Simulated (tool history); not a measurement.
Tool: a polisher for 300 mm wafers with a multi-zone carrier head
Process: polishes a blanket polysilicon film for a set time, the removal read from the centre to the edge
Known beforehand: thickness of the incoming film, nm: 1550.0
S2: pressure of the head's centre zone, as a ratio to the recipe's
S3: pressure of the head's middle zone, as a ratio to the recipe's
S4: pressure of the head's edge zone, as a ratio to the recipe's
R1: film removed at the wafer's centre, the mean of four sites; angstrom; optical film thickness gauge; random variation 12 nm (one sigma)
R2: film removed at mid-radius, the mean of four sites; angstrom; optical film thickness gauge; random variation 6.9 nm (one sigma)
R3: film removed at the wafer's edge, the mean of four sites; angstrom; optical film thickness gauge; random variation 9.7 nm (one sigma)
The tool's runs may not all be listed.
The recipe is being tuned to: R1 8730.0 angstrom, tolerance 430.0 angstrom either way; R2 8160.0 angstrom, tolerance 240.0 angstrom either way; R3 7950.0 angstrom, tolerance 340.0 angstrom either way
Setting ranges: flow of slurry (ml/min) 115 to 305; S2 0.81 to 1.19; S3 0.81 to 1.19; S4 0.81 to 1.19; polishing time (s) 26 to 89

Run 1, hour 0.0: flow of slurry (ml/min) 195, S2 1.00, S3 1.00, S4 1.00, polishing time (s) 57. Result: R1 6212.6 angstrom, R2 6000.6 angstrom, R3 5991.4 angstrom.
Run 2, hour 2.4: flow of slurry (ml/min) 205, S2 1.03, S3 1.03, S4 1.04, polishing time (s) 61. Result: R1 7001.3 angstrom, R2 6599.2 angstrom, R3 6743.2 angstrom.
Run 3, hour 10.0: flow of slurry (ml/min) 205, S2 1.03, S3 1.03, S4 1.04, polishing time (s) 56. Result: R1 6314.6 angstrom, R2 5947.9 angstrom, R3 6177.1 angstrom.
Run 4, hour 17.3: flow of slurry (ml/min) 220, S2 1.06, S3 1.07, S4 1.04, polishing time (s) 60. Result: R1 7161.1 angstrom, R2 6553.0 angstrom, R3 6463.0 angstrom.
Run 5, hour 25.5: flow of slurry (ml/min) 255, S2 1.06, S3 1.07, S4 1.04, polishing time (s) 60. Result: R1 7287.7 angstrom, R2 6812.7 angstrom, R3 6751.1 angstrom.
Run 6, hour 32.4: flow of slurry (ml/min) 265, S2 1.07, S3 1.09, S4 1.06, polishing time (s) 62. Result: R1 7707.1 angstrom, R2 6974.6 angstrom, R3 6920.8 angstrom.
Run 7, hour 37.2: flow of slurry (ml/min) 270, S2 1.06, S3 1.10, S4 1.06, polishing time (s) 65. Result: R1 7996.3 angstrom, R2 7404.9 angstrom, R3 7362.2 angstrom.
Run 8, hour 39.7: flow of slurry (ml/min) 275, S2 1.06, S3 1.11, S4 1.06, polishing time (s) 66. Result: R1 7927.0 angstrom, R2 7450.9 angstrom, R3 7457.6 angstrom.
Run 9, hour 40.4: flow of slurry (ml/min) 275, S2 1.07, S3 1.12, S4 1.05, polishing time (s) 68. Result: R1 8395.1 angstrom, R2 7852.1 angstrom, R3 7695.4 angstrom.

5 next moves are on the table. One of them brings every result within its allowed miss. Which?
Run A, hour 41.1: flow of slurry (ml/min) 265, S2 1.07, S3 1.02, S4 1.15, polishing time (s) 69. Result: R1 ?, R2 ?, R3 ?.
Run B, hour 41.1: flow of slurry (ml/min) 290, S2 1.08, S3 1.03, S4 1.16, polishing time (s) 70. Result: R1 ?, R2 ?, R3 ?.
Run C, hour 41.1: flow of slurry (ml/min) 275, S2 1.04, S3 1.07, S4 0.99, polishing time (s) 73. Result: R1 ?, R2 ?, R3 ?.
Run D, hour 41.1: flow of slurry (ml/min) 290, S2 0.92, S3 1.19, S4 0.99, polishing time (s) 70. Result: R1 ?, R2 ?, R3 ?.
Run E, hour 41.1: flow of slurry (ml/min) 305, S2 1.02, S3 0.90, S4 1.10, polishing time (s) 67. Result: R1 ?, R2 ?, R3 ?.

move      R1      R2      R3
   A  8468.2  7546.8  8063.8
   B  8754.8  7757.1  8270.0
   C  8742.5  8202.1  7935.8
   D  7453.2  8340.0  7631.5
   E  7946.7  7013.1  7737.2
A: lands further from the targets than the last run did
B: lands further from the targets than the last run did
C: hits every target within its allowed miss
D: brings the result that was furthest off to its target, and leaves another outside
E: lands further from the targets than the last run did
Move C is the one to make.
